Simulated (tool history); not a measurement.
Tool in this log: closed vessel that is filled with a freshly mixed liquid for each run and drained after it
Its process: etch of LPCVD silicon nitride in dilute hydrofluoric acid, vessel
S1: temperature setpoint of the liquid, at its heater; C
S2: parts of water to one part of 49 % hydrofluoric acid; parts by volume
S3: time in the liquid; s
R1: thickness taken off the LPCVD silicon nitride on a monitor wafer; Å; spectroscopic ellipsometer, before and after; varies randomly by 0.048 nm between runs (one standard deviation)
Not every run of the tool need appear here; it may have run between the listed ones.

Run 1, day 0: S1 24 C, S2 210 parts by volume, S3 2725 s. Result: R1 77.094 Å.
Run 2, day 0.329: S1 24.5 C, S2 210 parts by volume, S3 2725 s. Result: R1 80.019 Å.
Run 3, day 0.583: S1 24.5 C, S2 210 parts by volume, S3 2930 s. Result: R1 85.658 Å.
Run 4, day 0.617: S1 25 C, S2 210 parts by volume, S3 2930 s. Result: R1 87.847 Å.
Run 5, day 0.975: S1 22.5 C, S2 210 parts by volume, S3 2930 s. Result: R1 75.527 Å.
Run 6, day 1.112: S1 19 C, S2 210 parts by volume, S3 2930 s. Result: R1 59.694 Å.
Run 7, day 1.254: S1 20 C, S2 210 parts by volume, S3 2930 s. Result: R1 64.248 Å.
Run 8, day 1.517: S1 21 C, S2 210 parts by volume, S3 2930 s. Result: R1 68.429 Å.
Run 9, day 1.683: S1 21.5 C, S2 210 parts by volume, S3 2930 s. Result: R1 70.566 Å.
Run 10, day 1.733: S1 21.5 C, S2 210 parts by volume, S3 2930 s. Result: R1 70.431 Å.
Run 11, day 1.825: S1 21.5 C, S2 210 parts by volume, S3 2930 s. Result: R1 70.267 Å.
Run 12, day 2.15: S1 22 C, S2 210 parts by volume, S3 2930 s. Result: R1 72.726 Å.

Predict the results of run 13:
Run 13, day 2.346: S1 22.5 C, S2 210 parts by volume, S3 2930 s. Result: R1 ?.

Run 13 came out at R1 75.508 Å.
